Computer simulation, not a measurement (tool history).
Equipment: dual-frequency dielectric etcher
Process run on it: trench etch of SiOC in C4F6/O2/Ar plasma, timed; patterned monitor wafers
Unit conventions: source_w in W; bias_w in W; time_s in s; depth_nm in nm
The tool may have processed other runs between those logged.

run,hour,source_w,bias_w,time_s,depth_nm
1,0,300,215,15.5,27.92
2,9,300,215,15.5,28.058
3,13.1,300,250,15.5,29.825
4,21.7,340,250,15.5,31.036
5,22.4,280,250,15.5,29.183
6,23.2,270,248,15.5,28.594
7,29.8,260,247,15.5,28.051

Run 8 has not been measured yet. What should we expect?
8,33.3,250,246,15.5,?

depth_nm: 27.644 nm
